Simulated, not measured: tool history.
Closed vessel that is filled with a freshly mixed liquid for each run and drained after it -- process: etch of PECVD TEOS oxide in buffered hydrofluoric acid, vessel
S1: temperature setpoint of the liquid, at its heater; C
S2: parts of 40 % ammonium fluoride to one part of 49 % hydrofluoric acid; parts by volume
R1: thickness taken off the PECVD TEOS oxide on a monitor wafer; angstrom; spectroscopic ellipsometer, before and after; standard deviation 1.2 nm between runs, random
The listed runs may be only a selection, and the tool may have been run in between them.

{"run": 1, "hour": 0.0, "S1": 22, "S2": 13, "time in the liquid (s)": 100, "R1": 2639.2}
{"run": 2, "hour": 1.0, "S1": 20, "S2": 13, "time in the liquid (s)": 100, "R1": 2365.8}
{"run": 3, "hour": 9.8, "S1": 22, "S2": 13, "time in the liquid (s)": 100, "R1": 2641.5}
{"run": 4, "hour": 18.4, "S1": 22, "S2": 13, "time in the liquid (s)": 105, "R1": 2762.7}
{"run": 5, "hour": 21.7, "S1": 23.5, "S2": 13, "time in the liquid (s)": 105, "R1": 3018.1}
{"run": 6, "hour": 28.2, "S1": 24.5, "S2": 13, "time in the liquid (s)": 105, "R1": 3190.9}
{"run": 7, "hour": 31.1, "S1": 25.5, "S2": 13, "time in the liquid (s)": 105, "R1": 3361.4}

The next listed run, before its measurement:
{"run": 8, "hour": 38.9, "S1": 26, "S2": 13, "time in the liquid (s)": 105, "R1": "?"}

R1: 3458.4 angstrom
